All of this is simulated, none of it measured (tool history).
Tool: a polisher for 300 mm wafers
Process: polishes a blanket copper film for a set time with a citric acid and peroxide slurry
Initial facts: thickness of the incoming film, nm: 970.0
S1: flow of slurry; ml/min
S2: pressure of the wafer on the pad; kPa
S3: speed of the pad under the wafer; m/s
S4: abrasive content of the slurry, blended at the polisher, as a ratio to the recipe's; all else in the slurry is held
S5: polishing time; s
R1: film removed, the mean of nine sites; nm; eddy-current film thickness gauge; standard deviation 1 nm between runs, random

run,hour,S1,S2,S3,S4,S5,R1
1,0.0,250,22.1,1.06,1.0,69,199.82
2,8.6,250,20.7,1.04,1.0,69,182.55
3,12.4,250,19.3,1.04,1.0,69,171.85
4,19.6,250,19.3,1.04,0.9,69,168.39
5,28.5,250,19.3,1.04,1.1,69,176.18
6,31.3,250,19.3,1.04,1.1,69,177.97
7,38.4,250,17.9,1.02,1.1,69,163.05
8,40.9,250,17.2,1.02,1.1,69,155.21
9,46.4,250,16.5,1.02,1.1,69,147.62
10,55.0,250,15.9,1.02,1.1,69,141.20

Run 11 is up next; what results do you expect?
11,57.9,250,15.2,1.02,1.1,69,?

R1: 135.52 nm
